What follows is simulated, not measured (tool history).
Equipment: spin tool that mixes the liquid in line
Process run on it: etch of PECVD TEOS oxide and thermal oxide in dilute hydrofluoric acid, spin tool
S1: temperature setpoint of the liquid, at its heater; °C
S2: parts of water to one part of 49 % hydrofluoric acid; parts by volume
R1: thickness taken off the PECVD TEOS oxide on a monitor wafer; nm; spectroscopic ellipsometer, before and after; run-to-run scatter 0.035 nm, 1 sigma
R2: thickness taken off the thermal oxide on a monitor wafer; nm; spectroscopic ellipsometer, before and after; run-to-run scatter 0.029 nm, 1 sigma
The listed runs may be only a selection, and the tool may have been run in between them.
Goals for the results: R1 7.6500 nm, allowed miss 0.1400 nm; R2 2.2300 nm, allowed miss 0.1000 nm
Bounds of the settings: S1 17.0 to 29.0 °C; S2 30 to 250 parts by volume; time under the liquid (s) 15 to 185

Run 1, hour 0.0: S1 21.0 °C, S2 140 parts by volume, time under the liquid (s) 95. Result: R1 9.4102 nm, R2 2.7549 nm.
Run 2, hour 4.4: S1 21.0 °C, S2 140 parts by volume, time under the liquid (s) 110. Result: R1 11.0280 nm, R2 3.1854 nm.
Run 3, hour 11.5: S1 19.5 °C, S2 140 parts by volume, time under the liquid (s) 110. Result: R1 10.2420 nm, R2 2.9660 nm.
Run 4, hour 19.5: S1 19.0 °C, S2 145 parts by volume, time under the liquid (s) 110. Result: R1 9.6523 nm, R2 2.8043 nm.
Run 5, hour 28.0: S1 18.5 °C, S2 150 parts by volume, time under the liquid (s) 110. Result: R1 9.2030 nm, R2 2.6688 nm.
Run 6, hour 31.1: S1 18.0 °C, S2 155 parts by volume, time under the liquid (s) 110. Result: R1 8.5971 nm, R2 2.5937 nm.
Run 7, hour 31.8: S1 18.0 °C, S2 160 parts by volume, time under the liquid (s) 110. Result: R1 8.3555 nm, R2 2.4468 nm.
Run 8, hour 34.5: S1 18.0 °C, S2 160 parts by volume, time under the liquid (s) 110. Result: R1 8.2432 nm, R2 2.4517 nm.
Run 9, hour 40.4: S1 17.5 °C, S2 165 parts by volume, time under the liquid (s) 110. Result: R1 7.8760 nm, R2 2.2869 nm.

4 next moves are on the table. One of them brings every result within its allowed miss. Which?
Run A, hour 46.3: S1 19.5 °C, S2 205 parts by volume, time under the liquid (s) 135. Result: R1 ?, R2 ?.
Run B, hour 46.3: S1 17.0 °C, S2 100 parts by volume, time under the liquid (s) 65. Result: R1 ?, R2 ?.
Run C, hour 46.3: S1 19.0 °C, S2 185 parts by volume, time under the liquid (s) 115. Result: R1 ?, R2 ?.
Run D, hour 46.3: S1 18.5 °C, S2 200 parts by volume, time under the liquid (s) 135. Result: R1 ?, R2 ?.

move      R1      R2
   A  8.1020  2.3824
   B  7.9833  2.3475
   C  7.6389  2.2462
   D  8.0213  2.3586
A: the biggest miss grows against the last run
B: the biggest miss grows against the last run
C: all results land within tolerance of their targets
D: the biggest miss grows against the last run
C is the move that brings every result within its allowed miss.
